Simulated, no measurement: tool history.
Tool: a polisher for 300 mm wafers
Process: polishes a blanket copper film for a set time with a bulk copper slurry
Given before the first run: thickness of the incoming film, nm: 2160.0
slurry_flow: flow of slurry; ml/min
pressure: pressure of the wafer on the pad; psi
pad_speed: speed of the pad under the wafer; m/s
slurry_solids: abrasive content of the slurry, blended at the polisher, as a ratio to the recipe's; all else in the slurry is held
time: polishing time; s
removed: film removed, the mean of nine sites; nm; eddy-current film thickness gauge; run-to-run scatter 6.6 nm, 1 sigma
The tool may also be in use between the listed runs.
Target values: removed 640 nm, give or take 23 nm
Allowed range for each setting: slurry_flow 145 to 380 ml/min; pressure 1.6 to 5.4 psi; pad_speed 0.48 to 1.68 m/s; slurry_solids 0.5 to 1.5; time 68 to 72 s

run 1 hour=0 | slurry_flow=245 pressure=3.5 pad_speed=1.08 slurry_solids=1 time=68 | removed=793.44
run 2 hour=0.6 | slurry_flow=270 pressure=3.5 pad_speed=1.08 slurry_solids=1 time=68 | removed=796.19
run 3 hour=1.4 | slurry_flow=270 pressure=3.4 pad_speed=1.08 slurry_solids=1 time=68 | removed=776.42
run 4 hour=6.5 | slurry_flow=270 pressure=3.3 pad_speed=1.08 slurry_solids=1 time=68 | removed=758.75
run 5 hour=15.1 | slurry_flow=270 pressure=3.2 pad_speed=1.08 slurry_solids=1 time=68 | removed=737.28
run 6 hour=21.8 | slurry_flow=310 pressure=3.2 pad_speed=1.08 slurry_solids=1 time=68 | removed=742.39
run 7 hour=28.1 | slurry_flow=310 pressure=3.1 pad_speed=1.08 slurry_solids=1 time=68 | removed=727.63
-- hour=30.8 slurry blender recalibrated
run 8 hour=30.8 | slurry_flow=310 pressure=3.1 pad_speed=1.08 slurry_solids=1 time=68 | removed=767.83
run 9 hour=33 | slurry_flow=300 pressure=3.1 pad_speed=1.08 slurry_solids=1 time=68 | removed=768.79
run 10 hour=35.1 | slurry_flow=300 pressure=3.1 pad_speed=1.08 slurry_solids=1 time=68 | removed=760.59
run 11 hour=42.4 | slurry_flow=295 pressure=2.4 pad_speed=1.08 slurry_solids=1 time=68 | removed=609.9

5 next moves are on the table. One of them brings every result within its allowed miss. Which?
run A hour=49.7 | slurry_flow=150 pressure=2.7 pad_speed=1.16 slurry_solids=0.95 time=68 | removed=?
run B hour=49.7 | slurry_flow=280 pressure=2.7 pad_speed=0.94 slurry_solids=0.9 time=68 | removed=?
run C hour=49.7 | slurry_flow=330 pressure=2.7 pad_speed=0.94 slurry_solids=1 time=68 | removed=?
run D hour=49.7 | slurry_flow=335 pressure=1.8 pad_speed=1.32 slurry_solids=0.75 time=72 | removed=?
run E hour=49.7 | slurry_flow=270 pressure=2.4 pad_speed=1.04 slurry_solids=0.75 time=72 | removed=?

move=A removed=648.88
move=B removed=572.92
move=C removed=593.74
move=D removed=562.79
move=E removed=575.02
A: all results in spec
B: the biggest miss grows against the last run
C: the biggest miss grows against the last run
D: the biggest miss grows against the last run
E: the biggest miss grows against the last run
Correct choice: A, which meets every target
